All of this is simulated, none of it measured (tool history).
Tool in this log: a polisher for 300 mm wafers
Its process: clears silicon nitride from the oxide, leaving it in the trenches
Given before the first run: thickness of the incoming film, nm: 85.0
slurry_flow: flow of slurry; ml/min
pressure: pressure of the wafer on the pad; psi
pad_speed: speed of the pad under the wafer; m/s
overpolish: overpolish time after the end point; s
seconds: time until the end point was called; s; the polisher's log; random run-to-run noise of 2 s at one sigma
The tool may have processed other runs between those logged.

run  hour  slurry_flow  pressure  pad_speed  overpolish  seconds
  1     0          150       3.3       1.02          21   90.283
  2   2.9          145       2.9       0.92          21   114.05
  3   7.8          115       2.9       0.92          21   118.42
  4  13.3          110       2.6       0.86          21   142.11
  5  17.4           95       2.6       0.86          21   148.77
  6  19.4           95         3       0.86          21   126.76

The next listed run, before its measurement:
  7  23.4           95       2.7       0.84          21        ?

seconds: 146.85 s
